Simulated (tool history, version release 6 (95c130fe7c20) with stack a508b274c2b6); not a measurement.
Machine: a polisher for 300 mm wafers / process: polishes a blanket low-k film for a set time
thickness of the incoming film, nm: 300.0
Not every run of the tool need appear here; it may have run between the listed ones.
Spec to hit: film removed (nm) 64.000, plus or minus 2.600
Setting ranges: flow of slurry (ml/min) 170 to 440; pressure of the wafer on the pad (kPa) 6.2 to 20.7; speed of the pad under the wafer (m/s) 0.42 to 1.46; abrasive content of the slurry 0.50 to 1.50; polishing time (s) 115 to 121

run	hour	flow of slurry (ml/min)	pressure of the wafer on the pad (kPa)	speed of the pad under the wafer (m/s)	abrasive content of the slurry	polishing time (s)	film removed (nm)
1	0.0	280	13.1	0.94	1.00	115	44.250
2	5.0	280	13.8	0.94	1.00	115	47.258
3	6.6	280	15.2	0.94	1.00	115	50.374
4	12.1	280	15.2	0.94	1.00	115	50.284
5	14.0	315	15.2	0.94	1.00	115	50.738
6	19.8	315	15.9	0.94	1.00	115	53.803
7	23.8	315	16.5	0.94	1.00	115	54.692
8	29.3	315	17.2	0.94	1.00	115	56.768
9	35.7	315	17.9	0.94	1.00	115	58.952
10	41.8	315	18.6	0.94	1.00	115	62.410

Next run, 4 choices. One meets every target within its allowed miss, the rest don't. Which?
A	47.9	355	17.2	1.00	1.05	116	?
B	47.9	335	17.2	0.90	1.15	115	?
C	47.9	395	20.7	0.86	0.80	118	?
D	47.9	320	18.6	0.90	1.00	115	?

move	film removed (nm)
A	63.163
B	60.041
C	57.059
D	59.412
A: meets every target
B: further off than the last run
C: further off than the last run
D: further off than the last run
The move that meets every target is A.

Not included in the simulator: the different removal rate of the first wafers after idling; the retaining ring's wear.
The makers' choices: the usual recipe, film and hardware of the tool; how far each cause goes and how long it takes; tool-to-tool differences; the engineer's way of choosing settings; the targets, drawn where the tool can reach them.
